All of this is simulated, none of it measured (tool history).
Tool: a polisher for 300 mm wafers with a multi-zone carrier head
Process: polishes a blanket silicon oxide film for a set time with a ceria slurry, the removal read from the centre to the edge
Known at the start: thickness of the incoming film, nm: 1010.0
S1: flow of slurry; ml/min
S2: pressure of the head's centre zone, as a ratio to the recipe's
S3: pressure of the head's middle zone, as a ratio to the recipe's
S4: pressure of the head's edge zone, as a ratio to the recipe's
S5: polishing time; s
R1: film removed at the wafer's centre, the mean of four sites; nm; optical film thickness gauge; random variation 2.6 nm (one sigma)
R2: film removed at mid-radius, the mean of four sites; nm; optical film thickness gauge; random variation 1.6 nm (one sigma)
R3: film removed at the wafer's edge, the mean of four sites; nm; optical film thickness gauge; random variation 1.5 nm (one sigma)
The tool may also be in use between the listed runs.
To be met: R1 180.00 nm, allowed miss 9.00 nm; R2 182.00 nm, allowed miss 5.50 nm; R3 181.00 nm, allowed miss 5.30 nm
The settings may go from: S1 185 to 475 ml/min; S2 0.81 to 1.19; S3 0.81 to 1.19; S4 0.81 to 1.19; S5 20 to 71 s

Run 1, day 0.000: S1 305 ml/min, S2 1.00, S3 1.00, S4 1.00, S5 45 s. Result: R1 146.99 nm, R2 147.65 nm, R3 151.98 nm.
Run 2, day 0.108: S1 305 ml/min, S2 0.93, S3 1.00, S4 1.00, S5 45 s. Result: R1 135.73 nm, R2 147.56 nm, R3 152.22 nm.
Run 3, day 0.225: S1 305 ml/min, S2 0.93, S3 1.00, S4 1.00, S5 56 s. Result: R1 168.80 nm, R2 182.93 nm, R3 190.66 nm.
Run 4, day 0.383: S1 305 ml/min, S2 0.93, S3 1.00, S4 1.06, S5 56 s. Result: R1 167.84 nm, R2 181.71 nm, R3 195.46 nm.
Run 5, day 0.442: S1 305 ml/min, S2 0.93, S3 0.96, S4 1.06, S5 56 s. Result: R1 169.23 nm, R2 177.85 nm, R3 192.62 nm.
Run 6, day 0.733: S1 305 ml/min, S2 0.93, S3 0.96, S4 1.14, S5 56 s. Result: R1 164.09 nm, R2 178.25 nm, R3 202.07 nm.
Run 7, day 0.838: S1 305 ml/min, S2 0.93, S3 0.96, S4 1.14, S5 56 s. Result: R1 166.34 nm, R2 178.21 nm, R3 200.93 nm.
Run 8, day 1.188: S1 310 ml/min, S2 0.94, S3 0.97, S4 1.09, S5 56 s. Result: R1 173.10 nm, R2 180.51 nm, R3 195.08 nm.
Run 9, day 1.242: S1 325 ml/min, S2 0.94, S3 0.97, S4 1.07, S5 56 s. Result: R1 169.21 nm, R2 180.67 nm, R3 195.13 nm.
Run 10, day 1.317: S1 330 ml/min, S2 0.95, S3 0.98, S4 1.04, S5 56 s. Result: R1 171.68 nm, R2 182.53 nm, R3 192.90 nm.
Run 11, day 1.471: S1 335 ml/min, S2 0.96, S3 0.98, S4 1.02, S5 56 s. Result: R1 173.31 nm, R2 178.10 nm, R3 191.38 nm.
Run 12, day 1.517: S1 330 ml/min, S2 1.01, S3 1.08, S4 0.92, S5 56 s. Result: R1 187.70 nm, R2 193.20 nm, R3 183.96 nm.
Run 13, day 1.708: S1 330 ml/min, S2 1.01, S3 1.07, S4 0.92, S5 56 s. Result: R1 183.30 nm, R2 190.96 nm, R3 183.53 nm.
Run 14, day 1.779: S1 330 ml/min, S2 1.01, S3 1.06, S4 0.92, S5 56 s. Result: R1 182.52 nm, R2 191.70 nm, R3 184.79 nm.
Run 15, day 2.079: S1 330 ml/min, S2 1.01, S3 1.05, S4 0.92, S5 56 s. Result: R1 185.17 nm, R2 193.17 nm, R3 184.04 nm.
Run 16, day 2.279: S1 330 ml/min, S2 1.01, S3 1.04, S4 0.93, S5 56 s. Result: R1 183.99 nm, R2 189.06 nm, R3 181.26 nm.
Run 17, day 2.404: S1 330 ml/min, S2 1.01, S3 1.04, S4 0.93, S5 56 s. Result: R1 183.10 nm, R2 188.56 nm, R3 183.38 nm.

5 next moves are on the table. One of them brings every result within its allowed miss. Which?
Run A, day 2.529: S1 315 ml/min, S2 1.02, S3 0.92, S4 1.05, S5 58 s. Result: R1 ?, R2 ?, R3 ?.
Run B, day 2.529: S1 330 ml/min, S2 1.09, S3 1.16, S4 1.03, S5 53 s. Result: R1 ?, R2 ?, R3 ?.
Run C, day 2.529: S1 275 ml/min, S2 0.99, S3 0.98, S4 0.89, S5 57 s. Result: R1 ?, R2 ?, R3 ?.
Run D, day 2.529: S1 380 ml/min, S2 0.99, S3 1.11, S4 0.97, S5 55 s. Result: R1 ?, R2 ?, R3 ?.
Run E, day 2.529: S1 355 ml/min, S2 1.08, S3 1.00, S4 0.89, S5 56 s. Result: R1 ?, R2 ?, R3 ?.

move      R1      R2      R3
   A  191.78  177.91  201.40
   B  188.16  190.88  182.35
   C  181.37  180.99  183.06
   D  178.71  193.66  185.50
   E  197.69  182.79  181.82
A: brings the result that was furthest off to its target, and leaves another outside
B: further off than the last run
C: meets every target
D: further off than the last run
E: brings the result that was furthest off to its target, and leaves another outside
Move C is the one to make.
